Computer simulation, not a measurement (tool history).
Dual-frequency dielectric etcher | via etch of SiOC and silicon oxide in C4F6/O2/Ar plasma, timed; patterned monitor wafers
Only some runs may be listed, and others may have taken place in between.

run	hour	source power (W)	bias power (W)	etch time (s)	mean etch depth across the wafer (angstrom)
1	0	430	228	87	1004.6
2	0.8	380	208	87	922.08
3	3.6	380	208	87	924.36
4	11.9	380	187	87	894.77
5	16.5	380	156	87	825.28
6	22.1	380	156	87	825.38

Run 7 has not been measured yet. What should we expect?
7	25.9	380	156	87	?

Run 7 gave mean etch depth across the wafer (angstrom) 825.43.
